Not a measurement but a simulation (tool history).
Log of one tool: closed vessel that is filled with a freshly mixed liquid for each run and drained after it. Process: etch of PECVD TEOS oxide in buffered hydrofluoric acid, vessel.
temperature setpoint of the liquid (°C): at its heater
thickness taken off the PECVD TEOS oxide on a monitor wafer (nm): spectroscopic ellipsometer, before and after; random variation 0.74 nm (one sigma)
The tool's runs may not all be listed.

run  hour  temperature setpoint of the liquid (°C)  parts of 40 % ammonium fluoride to one part of 49 % hydrofluoric acid (parts by volume)  time in the liquid (s)  thickness taken off the PECVD TEOS oxide on a monitor wafer (nm)
  1   0.0                                     23.0                                                                                     22.0                      95                                                            85.871
  2   1.5                                     23.0                                                                                     22.0                      95                                                            85.808
  3   6.3                                     20.0                                                                                     22.0                      95                                                            72.299
  4  13.7                                     17.0                                                                                     22.0                      95                                                            61.072
  5  18.9                                     19.5                                                                                     22.0                      95                                                            70.441
  6  24.5                                     19.5                                                                                     27.5                      95                                                            60.017
  7  25.8                                     23.5                                                                                     20.5                      95                                                            93.377
  8  30.0                                     25.5                                                                                     18.5                      95                                                           113.590
  9  35.0                                     27.0                                                                                     17.5                      95                                                           130.290

Run 10 comes next. What will it give?
 10  37.2                                     28.0                                                                                     17.0                      95                                                                 ?

thickness taken off the PECVD TEOS oxide on a monitor wafer (nm): 141.160
